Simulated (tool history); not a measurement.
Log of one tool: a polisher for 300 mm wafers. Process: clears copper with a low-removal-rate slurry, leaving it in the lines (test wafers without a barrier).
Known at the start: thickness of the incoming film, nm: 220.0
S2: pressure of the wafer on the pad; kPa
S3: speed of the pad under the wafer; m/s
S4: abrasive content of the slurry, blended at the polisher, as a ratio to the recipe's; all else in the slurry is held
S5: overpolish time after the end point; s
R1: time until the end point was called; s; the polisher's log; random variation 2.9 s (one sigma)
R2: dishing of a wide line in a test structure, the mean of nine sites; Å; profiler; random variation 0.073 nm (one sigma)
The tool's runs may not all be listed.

{"run": 1, "hour": 0.0, "flow of slurry (ml/min)": 240, "S2": 16.5, "S3": 0.9, "S4": 1, "S5": 17, "R1": 86.803, "R2": 295.87}
{"run": 2, "hour": 5.0, "flow of slurry (ml/min)": 235, "S2": 14.5, "S3": 0.84, "S4": 0.95, "S5": 15, "R1": 104.88, "R2": 227.19}
{"run": 3, "hour": 8.6, "flow of slurry (ml/min)": 240, "S2": 13.1, "S3": 0.74, "S4": 1.05, "S5": 13, "R1": 121.74, "R2": 168.15}
{"run": 4, "hour": 10.1, "flow of slurry (ml/min)": 270, "S2": 12.4, "S3": 0.68, "S4": 1.15, "S5": 11, "R1": 137.21, "R2": 138.4}
{"run": 5, "hour": 15.2, "flow of slurry (ml/min)": 300, "S2": 12.4, "S3": 0.68, "S4": 1.15, "S5": 11, "R1": 133.78, "R2": 134.58}
{"run": 6, "hour": 21.5, "flow of slurry (ml/min)": 315, "S2": 11.7, "S3": 0.66, "S4": 1.1, "S5": 10, "R1": 137.99, "R2": 116.58}
{"run": 7, "hour": 23.7, "flow of slurry (ml/min)": 325, "S2": 11, "S3": 0.62, "S4": 1, "S5": 9, "R1": 159.84, "R2": 92.212}
{"run": 8, "hour": 29.7, "flow of slurry (ml/min)": 335, "S2": 11, "S3": 0.62, "S4": 0.9, "S5": 8, "R1": 166.13, "R2": 81.018}
{"run": 9, "hour": 36.3, "flow of slurry (ml/min)": 345, "S2": 11, "S3": 0.64, "S4": 0.8, "S5": 7, "R1": 163.05, "R2": 71.366}
{"run": 10, "hour": 37.3, "flow of slurry (ml/min)": 350, "S2": 11, "S3": 0.64, "S4": 0.75, "S5": 7, "R1": 164.36, "R2": 72.153}
{"hour": 45.0, "done": "head pressure recalibrated"}
{"run": 11, "hour": 45.0, "flow of slurry (ml/min)": 355, "S2": 11, "S3": 0.66, "S4": 0.7, "S5": 7, "R1": 176.24, "R2": 64.996}
{"run": 12, "hour": 46.9, "flow of slurry (ml/min)": 360, "S2": 11, "S3": 0.68, "S4": 0.65, "S5": 7, "R1": 175.63, "R2": 66.072}
{"run": 13, "hour": 55.0, "flow of slurry (ml/min)": 365, "S2": 11.7, "S3": 0.66, "S4": 0.6, "S5": 7, "R1": 179.27, "R2": 67.009}
{"run": 14, "hour": 60.6, "flow of slurry (ml/min)": 295, "S2": 7.6, "S3": 0.74, "S4": 0.85, "S5": 5, "R1": 194.47, "R2": 43.531}
{"run": 15, "hour": 67.8, "flow of slurry (ml/min)": 295, "S2": 8.3, "S3": 0.76, "S4": 0.85, "S5": 5, "R1": 182.61, "R2": 46.613}

Run 16 comes next. What will it give?
{"run": 16, "hour": 69.6, "flow of slurry (ml/min)": 295, "S2": 8.3, "S3": 0.78, "S4": 0.85, "S5": 5, "R1": "?", "R2": "?"}

{"run 16": {"R1": 173.35, "R2": 48.645}}

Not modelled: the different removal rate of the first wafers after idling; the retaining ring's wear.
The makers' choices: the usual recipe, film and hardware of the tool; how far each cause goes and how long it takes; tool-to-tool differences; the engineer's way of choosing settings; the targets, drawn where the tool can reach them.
